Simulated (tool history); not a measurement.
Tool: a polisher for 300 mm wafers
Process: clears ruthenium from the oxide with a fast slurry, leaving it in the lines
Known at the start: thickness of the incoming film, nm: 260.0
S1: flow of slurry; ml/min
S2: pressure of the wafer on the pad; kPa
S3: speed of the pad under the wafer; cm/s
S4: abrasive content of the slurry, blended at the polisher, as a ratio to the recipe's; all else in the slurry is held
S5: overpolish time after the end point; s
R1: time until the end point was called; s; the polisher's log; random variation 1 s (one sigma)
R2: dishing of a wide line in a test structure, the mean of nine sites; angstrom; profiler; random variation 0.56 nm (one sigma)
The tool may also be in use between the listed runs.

Run 1, hour 0.0: S1 175 ml/min, S2 15.9 kPa, S3 106 cm/s, S4 1.00, S5 22 s. Result: R1 97.897 s, R2 515.87 angstrom.
Run 2, hour 6.5: S1 175 ml/min, S2 14.5 kPa, S3 106 cm/s, S4 1.00, S5 22 s. Result: R1 100.860 s, R2 512.21 angstrom.
Run 3, hour 7.9: S1 175 ml/min, S2 14.5 kPa, S3 94 cm/s, S4 1.00, S5 22 s. Result: R1 119.360 s, R2 448.85 angstrom.
Run 4, hour 10.7: S1 205 ml/min, S2 14.5 kPa, S3 94 cm/s, S4 1.00, S5 22 s. Result: R1 114.130 s, R2 441.93 angstrom.
Run 5, hour 19.0: S1 225 ml/min, S2 16.5 kPa, S3 92 cm/s, S4 1.00, S5 17 s. Result: R1 105.290 s, R2 390.39 angstrom.
Run 6, hour 20.0: S1 225 ml/min, S2 16.5 kPa, S3 92 cm/s, S4 0.90, S5 17 s. Result: R1 110.030 s, R2 369.20 angstrom.
Run 7, hour 22.0: S1 240 ml/min, S2 19.3 kPa, S3 94 cm/s, S4 0.80, S5 14 s. Result: R1 100.090 s, R2 341.73 angstrom.
Run 8, hour 25.1: S1 250 ml/min, S2 20.7 kPa, S3 98 cm/s, S4 0.70, S5 12 s. Result: R1 97.774 s, R2 302.08 angstrom.
Run 9, hour 30.7: S1 255 ml/min, S2 22.1 kPa, S3 104 cm/s, S4 0.65, S5 10 s. Result: R1 88.317 s, R2 277.96 angstrom.
Run 10, hour 38.5: S1 255 ml/min, S2 24.8 kPa, S3 106 cm/s, S4 0.60, S5 7 s. Result: R1 84.716 s, R2 213.60 angstrom.
Run 11, hour 39.8: S1 255 ml/min, S2 24.8 kPa, S3 110 cm/s, S4 0.60, S5 8 s. Result: R1 83.052 s, R2 245.04 angstrom.
Run 12, hour 43.6: S1 255 ml/min, S2 24.8 kPa, S3 120 cm/s, S4 0.60, S5 7 s. Result: R1 73.396 s, R2 236.50 angstrom.
Run 13, hour 44.2: S1 255 ml/min, S2 24.1 kPa, S3 120 cm/s, S4 0.60, S5 7 s. Result: R1 74.829 s, R2 238.13 angstrom.
Run 14, hour 50.6: S1 255 ml/min, S2 23.4 kPa, S3 120 cm/s, S4 0.60, S5 7 s. Result: R1 78.612 s, R2 225.39 angstrom.
Run 15, hour 51.3: S1 255 ml/min, S2 23.4 kPa, S3 120 cm/s, S4 0.60, S5 7 s. Result: R1 76.292 s, R2 229.14 angstrom.
Run 16, hour 58.0: S1 255 ml/min, S2 23.4 kPa, S3 120 cm/s, S4 0.60, S5 11 s. Result: R1 79.627 s, R2 347.07 angstrom.
Run 17, hour 65.0: S1 245 ml/min, S2 23.4 kPa, S3 120 cm/s, S4 0.60, S5 10 s. Result: R1 77.336 s, R2 313.26 angstrom.
Run 18, hour 70.5: S1 245 ml/min, S2 23.4 kPa, S3 120 cm/s, S4 0.65, S5 9 s. Result: R1 75.669 s, R2 304.37 angstrom.

The next listed run, before its measurement:
Run 19, hour 75.1: S1 250 ml/min, S2 23.4 kPa, S3 120 cm/s, S4 0.65, S5 9 s. Result: R1 ?, R2 ?.

Run 19 gave R1 74.245 s, R2 287.92 angstrom.

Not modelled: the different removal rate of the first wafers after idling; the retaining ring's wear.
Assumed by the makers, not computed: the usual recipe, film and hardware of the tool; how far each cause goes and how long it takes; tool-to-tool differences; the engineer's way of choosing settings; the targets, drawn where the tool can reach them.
